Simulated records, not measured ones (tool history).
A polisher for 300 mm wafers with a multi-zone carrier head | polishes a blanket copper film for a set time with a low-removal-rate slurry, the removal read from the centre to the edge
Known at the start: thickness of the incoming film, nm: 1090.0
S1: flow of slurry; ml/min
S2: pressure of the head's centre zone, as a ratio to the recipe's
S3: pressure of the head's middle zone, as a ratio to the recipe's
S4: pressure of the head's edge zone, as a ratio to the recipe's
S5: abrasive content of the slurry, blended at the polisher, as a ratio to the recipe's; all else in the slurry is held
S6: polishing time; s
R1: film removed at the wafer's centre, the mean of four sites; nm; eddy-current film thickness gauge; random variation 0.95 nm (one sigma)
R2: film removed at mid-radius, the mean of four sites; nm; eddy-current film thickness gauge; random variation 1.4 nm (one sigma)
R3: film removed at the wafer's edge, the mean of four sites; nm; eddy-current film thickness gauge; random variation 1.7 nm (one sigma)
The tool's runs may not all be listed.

run 1 hour=0 | S1=125 S2=1 S3=1 S4=1 S5=1 S6=76 | R1=118.91 R2=117.83 R3=115.3
run 2 hour=8.5 | S1=115 S2=0.97 S3=1 S4=1.02 S5=1.05 S6=76 | R1=112.49 R2=115 R3=113.15
run 3 hour=10.4 | S1=140 S2=0.97 S3=1 S4=1.02 S5=1.05 S6=76 | R1=121.63 R2=120.43 R3=118.21
run 4 hour=11.9 | S1=120 S2=0.97 S3=1 S4=1.02 S5=1.05 S6=76 | R1=114.95 R2=116.22 R3=113.19
-- hour=12.5 edge zone pressure recalibrated
run 5 hour=12.5 | S1=110 S2=0.93 S3=0.99 S4=1.06 S5=1.05 S6=79 | R1=111.79 R2=116.49 R3=127.75
run 6 hour=17.4 | S1=135 S2=0.93 S3=0.99 S4=1.06 S5=1.05 S6=79 | R1=118.57 R2=122.28 R3=128.92
run 7 hour=18.6 | S1=125 S2=0.92 S3=1 S4=1.05 S5=1.05 S6=79 | R1=115.78 R2=123.93 R3=124.56
run 8 hour=22.2 | S1=115 S2=0.91 S3=1 S4=1.05 S5=1.05 S6=79 | R1=111.37 R2=122.27 R3=124.09

The next listed run, before its measurement:
run 9 hour=26.5 | S1=80 S2=0.87 S3=0.97 S4=1.04 S5=1 S6=79 | R1=? R2=? R3=?

Run 9 gave R1 91.956 nm, R2 104.52 nm, R3 111.92 nm.

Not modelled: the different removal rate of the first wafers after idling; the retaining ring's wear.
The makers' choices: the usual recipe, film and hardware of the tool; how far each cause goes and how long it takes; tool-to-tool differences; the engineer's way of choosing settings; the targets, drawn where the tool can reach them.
